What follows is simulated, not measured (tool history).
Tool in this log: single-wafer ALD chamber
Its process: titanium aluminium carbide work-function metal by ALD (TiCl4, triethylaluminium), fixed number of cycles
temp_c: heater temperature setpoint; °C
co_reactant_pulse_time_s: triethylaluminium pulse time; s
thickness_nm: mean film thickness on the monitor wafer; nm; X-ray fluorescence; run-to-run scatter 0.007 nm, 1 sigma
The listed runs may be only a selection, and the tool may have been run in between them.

run 1 hour=0 | temp_c=285 co_reactant_pulse_time_s=10.76 | thickness_nm=1.9903
run 2 hour=3.9 | temp_c=279 co_reactant_pulse_time_s=10.76 | thickness_nm=1.9321
run 3 hour=11.4 | temp_c=269 co_reactant_pulse_time_s=10.76 | thickness_nm=1.8508
run 4 hour=20 | temp_c=269 co_reactant_pulse_time_s=8.41 | thickness_nm=1.7929
run 5 hour=23 | temp_c=278 co_reactant_pulse_time_s=8.41 | thickness_nm=1.8759
run 6 hour=27.9 | temp_c=278 co_reactant_pulse_time_s=9.79 | thickness_nm=1.9121

Run 7 has not been measured yet. What should we expect?
run 7 hour=31.3 | temp_c=274 co_reactant_pulse_time_s=9.09 | thickness_nm=?

{"run 7": {"thickness_nm": 1.8558}}
